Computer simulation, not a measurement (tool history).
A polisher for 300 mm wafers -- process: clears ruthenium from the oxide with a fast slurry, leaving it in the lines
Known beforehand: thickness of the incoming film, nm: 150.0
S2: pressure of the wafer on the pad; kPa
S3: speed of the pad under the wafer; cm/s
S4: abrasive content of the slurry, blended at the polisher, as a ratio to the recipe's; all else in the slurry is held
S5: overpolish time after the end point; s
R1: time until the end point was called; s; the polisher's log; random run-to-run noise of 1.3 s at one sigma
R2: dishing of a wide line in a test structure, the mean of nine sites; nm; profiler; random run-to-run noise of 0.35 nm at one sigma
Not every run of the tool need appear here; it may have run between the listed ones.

{"run": 1, "hour": 0.0, "flow of slurry (ml/min)": 175, "S2": 15.2, "S3": 110, "S4": 1, "S5": 17, "R1": 33.736, "R2": 52.005}
{"run": 2, "hour": 5.7, "flow of slurry (ml/min)": 175, "S2": 17.2, "S3": 110, "S4": 1, "S5": 17, "R1": 30.433, "R2": 60.412}
{"run": 3, "hour": 10.7, "flow of slurry (ml/min)": 175, "S2": 15.2, "S3": 102, "S4": 1, "S5": 17, "R1": 35.953, "R2": 51.552}
{"run": 4, "hour": 18.1, "flow of slurry (ml/min)": 175, "S2": 15.2, "S3": 102, "S4": 1, "S5": 12, "R1": 37.163, "R2": 37.717}
{"run": 5, "hour": 25.8, "flow of slurry (ml/min)": 175, "S2": 18.6, "S3": 102, "S4": 1, "S5": 12, "R1": 30.826, "R2": 44.08}
{"run": 6, "hour": 28.7, "flow of slurry (ml/min)": 175, "S2": 18.6, "S3": 90, "S4": 1, "S5": 12, "R1": 33.92, "R2": 40.148}
{"run": 7, "hour": 29.4, "flow of slurry (ml/min)": 175, "S2": 15.9, "S3": 86, "S4": 1, "S5": 12, "R1": 42.333, "R2": 32.568}
{"run": 8, "hour": 35.9, "flow of slurry (ml/min)": 175, "S2": 13.8, "S3": 86, "S4": 1, "S5": 13, "R1": 46.895, "R2": 31.099}
{"run": 9, "hour": 42.6, "flow of slurry (ml/min)": 175, "S2": 12.4, "S3": 84, "S4": 1, "S5": 13, "R1": 53.918, "R2": 28.264}
{"run": 10, "hour": 50.3, "flow of slurry (ml/min)": 175, "S2": 12.4, "S3": 84, "S4": 1, "S5": 13, "R1": 53.759, "R2": 28.773}
{"run": 11, "hour": 59.2, "flow of slurry (ml/min)": 175, "S2": 11.7, "S3": 84, "S4": 1, "S5": 13, "R1": 56.698, "R2": 27.177}
{"run": 12, "hour": 68.2, "flow of slurry (ml/min)": 175, "S2": 11, "S3": 84, "S4": 1, "S5": 13, "R1": 60.524, "R2": 25.169}

The next listed run, before its measurement:
{"run": 13, "hour": 68.7, "flow of slurry (ml/min)": 175, "S2": 10.3, "S3": 84, "S4": 1, "S5": 13, "R1": "?", "R2": "?"}

Run 13 came out at R1 62.7 s, R2 23.42 nm.
